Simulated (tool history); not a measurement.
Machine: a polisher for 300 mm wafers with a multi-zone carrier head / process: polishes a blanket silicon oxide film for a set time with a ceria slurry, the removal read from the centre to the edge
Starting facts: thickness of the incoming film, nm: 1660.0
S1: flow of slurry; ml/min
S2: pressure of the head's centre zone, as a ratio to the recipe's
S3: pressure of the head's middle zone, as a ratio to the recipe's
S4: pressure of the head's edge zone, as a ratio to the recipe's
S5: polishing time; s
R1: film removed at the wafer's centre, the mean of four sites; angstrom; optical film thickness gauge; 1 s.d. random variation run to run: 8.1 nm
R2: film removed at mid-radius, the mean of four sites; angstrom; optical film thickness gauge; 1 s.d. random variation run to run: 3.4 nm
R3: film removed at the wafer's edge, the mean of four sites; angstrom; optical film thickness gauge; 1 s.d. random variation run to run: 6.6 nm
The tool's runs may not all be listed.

run,hour,S1,S2,S3,S4,S5,R1,R2,R3
1,0.0,150,1.00,1.00,1.00,67,3116.0,3071.5,3210.6
2,7.0,155,1.02,1.02,1.00,69,3347.9,3227.5,3272.4
3,8.3,160,1.03,1.03,1.01,72,3597.2,3449.2,3458.4
4,16.5,160,1.03,1.03,0.97,72,3486.9,3438.9,3388.9
5,19.2,165,1.04,1.04,0.98,74,3669.3,3616.4,3404.4
# hour 21.1: slurry nozzle cleaned
6,21.1,165,1.11,1.04,0.98,74,4294.9,3987.5,3771.2

The next listed run, before its measurement:
7,25.8,200,1.19,1.14,1.08,77,?,?,?

Run 7 measured R1 5004.4 angstrom, R2 4609.0 angstrom, R3 4237.8 angstrom.
